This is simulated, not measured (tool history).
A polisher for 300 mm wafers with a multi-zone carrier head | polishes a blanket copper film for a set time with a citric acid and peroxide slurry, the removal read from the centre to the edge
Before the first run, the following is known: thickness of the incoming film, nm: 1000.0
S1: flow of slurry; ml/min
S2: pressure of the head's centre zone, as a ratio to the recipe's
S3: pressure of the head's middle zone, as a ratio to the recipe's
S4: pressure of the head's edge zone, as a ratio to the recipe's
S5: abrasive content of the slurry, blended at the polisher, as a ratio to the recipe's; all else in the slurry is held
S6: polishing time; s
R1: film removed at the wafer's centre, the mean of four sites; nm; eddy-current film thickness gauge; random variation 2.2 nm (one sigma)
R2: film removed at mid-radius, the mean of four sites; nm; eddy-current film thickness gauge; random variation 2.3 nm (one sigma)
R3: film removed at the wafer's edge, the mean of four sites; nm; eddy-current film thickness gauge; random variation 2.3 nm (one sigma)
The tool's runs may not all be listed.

run  hour   S1    S2    S3    S4    S5  S6      R1      R2      R3
  1   0.0  290  1.00  1.00  1.00  1.00  86  253.53  248.92  245.18
  2   5.5  290  1.00  1.00  1.00  1.10  86  258.84  257.77  252.56
  3   6.8  290  1.01  0.98  0.98  1.05  86  258.16  247.83  248.94
  4   8.3  290  0.96  0.98  0.98  1.05  86  247.49  250.10  249.15
  5  14.9  290  0.98  0.97  0.97  1.00  86  246.52  246.66  246.61
  6  21.9  290  1.00  0.96  0.97  0.95  86  254.98  236.46  237.48
  7  27.6  285  1.00  0.95  0.97  0.95  86  250.17  235.04  240.91
  8  30.8  285  1.00  0.95  0.97  0.95  86  250.01  239.97  236.40

Expected results for the next run?
  9  33.7  290  1.01  0.93  0.98  0.95  86   ?   ?   ?

Run 9 yielded R1 251.03 nm, R2 234.38 nm, R3 240.46 nm.

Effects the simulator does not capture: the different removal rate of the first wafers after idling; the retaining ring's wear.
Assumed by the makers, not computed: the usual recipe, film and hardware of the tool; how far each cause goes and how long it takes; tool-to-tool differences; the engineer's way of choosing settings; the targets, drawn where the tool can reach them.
